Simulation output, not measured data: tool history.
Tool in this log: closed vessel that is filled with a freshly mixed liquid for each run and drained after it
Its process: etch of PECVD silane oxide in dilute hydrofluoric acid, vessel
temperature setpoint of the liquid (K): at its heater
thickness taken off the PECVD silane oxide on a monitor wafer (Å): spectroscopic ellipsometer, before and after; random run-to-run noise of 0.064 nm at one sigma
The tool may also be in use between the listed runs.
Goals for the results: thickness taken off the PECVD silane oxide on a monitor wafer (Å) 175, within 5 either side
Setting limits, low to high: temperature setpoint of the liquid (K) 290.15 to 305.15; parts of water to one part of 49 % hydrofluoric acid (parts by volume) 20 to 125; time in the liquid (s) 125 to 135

run,hour,temperature setpoint of the liquid (K),parts of water to one part of 49 % hydrofluoric acid (parts by volume),time in the liquid (s),thickness taken off the PECVD silane oxide on a monitor wafer (Å)
1,0,297.15,70,125,322.15
2,1.4,296.15,75,125,286.66
3,3.4,298.15,75,125,312.51
4,5.1,298.15,75,125,310.21
5,11.4,298.15,95,125,240.09
# hour 14.8: hydrofluoric acid flow meter replaced
6,14.8,297.15,95,125,258.27
7,17.9,296.15,100,125,233.63
8,27.2,295.65,105,125,216.78

Exactly one of the 4 candidate moves below puts every result within its allowed miss. Which one?
A,36.5,294.65,115,125,?
B,36.5,295.65,120,125,?
C,36.5,293.15,125,135,?
D,36.5,295.15,110,125,?

move,thickness taken off the PECVD silane oxide on a monitor wafer (Å)
A,187.88
B,186.3
C,173.8
D,201.54
A: an improvement on the last run, though not all results are within tolerance
B: an improvement on the last run, though not all results are within tolerance
C: each result inside its tolerance
D: an improvement on the last run, though not all results are within tolerance
So the answer is move C, the one that meets all the targets.

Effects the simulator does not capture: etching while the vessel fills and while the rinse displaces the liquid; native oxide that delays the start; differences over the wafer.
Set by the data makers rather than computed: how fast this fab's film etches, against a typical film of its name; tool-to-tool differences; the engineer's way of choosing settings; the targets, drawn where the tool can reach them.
